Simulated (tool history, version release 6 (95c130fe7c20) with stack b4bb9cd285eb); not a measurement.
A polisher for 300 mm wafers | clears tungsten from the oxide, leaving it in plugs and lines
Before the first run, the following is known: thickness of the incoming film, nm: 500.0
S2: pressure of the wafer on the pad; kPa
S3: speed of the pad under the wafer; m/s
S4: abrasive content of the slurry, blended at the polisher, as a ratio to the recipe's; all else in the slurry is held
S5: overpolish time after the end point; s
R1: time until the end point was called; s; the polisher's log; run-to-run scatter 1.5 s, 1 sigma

run 1 hour=0.0 | flow_of_slurry_(ml/min)=225 S2=19.3 S3=1.02 S4=1.0 S5=5 | R1=126.110
run 2 hour=6.2 | flow_of_slurry_(ml/min)=225 S2=19.3 S3=1.02 S4=0.8 S5=5 | R1=129.130
run 3 hour=10.8 | flow_of_slurry_(ml/min)=225 S2=24.1 S3=1.02 S4=0.8 S5=5 | R1=108.240
run 4 hour=12.1 | flow_of_slurry_(ml/min)=225 S2=24.1 S3=1.02 S4=0.8 S5=4 | R1=109.640
run 5 hour=16.2 | flow_of_slurry_(ml/min)=225 S2=25.5 S3=1.04 S4=0.8 S5=4 | R1=103.630
-- hour=20.7 slurry nozzle cleaned
run 6 hour=20.7 | flow_of_slurry_(ml/min)=225 S2=26.9 S3=1.06 S4=0.8 S5=4 | R1=96.093

The next listed run, before its measurement:
run 7 hour=29.1 | flow_of_slurry_(ml/min)=225 S2=27.6 S3=1.06 S4=0.8 S5=4 | R1=?

Run 7 yielded R1 93.690 s.
